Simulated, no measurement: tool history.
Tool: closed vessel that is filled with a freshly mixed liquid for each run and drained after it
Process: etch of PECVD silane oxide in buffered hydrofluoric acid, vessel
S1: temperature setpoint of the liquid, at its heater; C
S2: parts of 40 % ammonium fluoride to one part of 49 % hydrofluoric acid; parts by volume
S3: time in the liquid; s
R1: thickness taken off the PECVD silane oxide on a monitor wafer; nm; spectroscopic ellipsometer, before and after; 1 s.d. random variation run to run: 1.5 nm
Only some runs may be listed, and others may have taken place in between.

run,hour,S1,S2,S3,R1
1,0.0,22.0,8.0,30,98.054
2,6.8,24.5,7.5,30,123.250
3,12.0,26.5,7.5,30,136.400
4,18.5,23.5,7.5,30,113.580
5,20.8,20.5,7.5,30,99.005
6,25.9,20.5,7.5,30,99.831
7,29.0,23.5,7.0,30,124.080
8,33.0,23.5,7.0,30,125.760

What will run 9 give?
9,39.8,25.5,7.0,30,?

R1: 138.680 nm
